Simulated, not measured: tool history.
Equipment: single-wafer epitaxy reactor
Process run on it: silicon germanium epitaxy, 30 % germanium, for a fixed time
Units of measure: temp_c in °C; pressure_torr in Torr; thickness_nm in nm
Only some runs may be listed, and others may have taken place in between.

run  hour  temp_c  pressure_torr  thickness_nm
  1   0.0     620           24.5        82.808
  2   6.4     626           24.5        92.813
  3  13.1     617           23.4        76.570
  4  21.3     617           20.7        74.165
  5  23.6     626           20.7        88.062
  6  25.4     626           17.1        83.546
  7  31.1     618           17.0        71.497
  8  33.2     612           16.9        63.004
  9  37.8     609           16.8        59.340
 10  43.0     606           16.8        55.550

Forecast run 11:
 11  44.9     605           16.8             ?

Run 11 produced thickness_nm 54.523 nm.

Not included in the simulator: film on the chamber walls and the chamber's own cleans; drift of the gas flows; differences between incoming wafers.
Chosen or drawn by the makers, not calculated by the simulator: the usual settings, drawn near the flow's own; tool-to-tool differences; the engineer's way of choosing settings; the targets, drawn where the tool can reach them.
